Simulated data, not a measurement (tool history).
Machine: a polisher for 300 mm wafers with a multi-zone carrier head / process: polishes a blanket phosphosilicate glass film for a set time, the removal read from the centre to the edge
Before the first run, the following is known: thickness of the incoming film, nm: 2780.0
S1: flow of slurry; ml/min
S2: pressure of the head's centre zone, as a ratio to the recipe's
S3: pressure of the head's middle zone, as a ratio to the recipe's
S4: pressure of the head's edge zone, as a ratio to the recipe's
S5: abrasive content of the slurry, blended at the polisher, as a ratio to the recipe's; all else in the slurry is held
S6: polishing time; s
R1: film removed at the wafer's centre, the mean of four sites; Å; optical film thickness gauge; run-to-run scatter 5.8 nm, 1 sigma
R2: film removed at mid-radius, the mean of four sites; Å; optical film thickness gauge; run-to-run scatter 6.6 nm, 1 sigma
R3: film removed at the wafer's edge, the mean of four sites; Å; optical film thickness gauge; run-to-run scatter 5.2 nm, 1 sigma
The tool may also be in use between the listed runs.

run	hour	S1	S2	S3	S4	S5	S6	R1	R2	R3
1	0.0	240	1.00	1.00	1.00	1.0	56	4037.9	3862.3	3985.3
2	3.8	240	0.99	1.00	1.03	1.1	56	4079.0	4082.6	4236.5
3	7.1	240	0.99	1.00	1.03	0.9	56	3760.0	3645.6	3816.3
4	13.4	240	0.99	1.08	1.03	0.9	56	3718.0	3898.0	3736.9
# hour 16.9: worn pad replaced by a new one
5	16.9	240	0.99	1.08	1.03	0.9	49	3530.6	3699.9	3662.4
6	20.1	240	0.99	1.08	1.08	0.9	49	3568.4	3783.4	3706.3
7	22.2	240	0.98	1.06	1.10	1.0	50	3771.0	3974.9	4022.0

For run 8, what comes out?
8	27.3	240	0.98	1.05	1.11	1.1	50	?	?	?

R1: 4024.6 Å
R2: 4176.6 Å
R3: 4239.4 Å
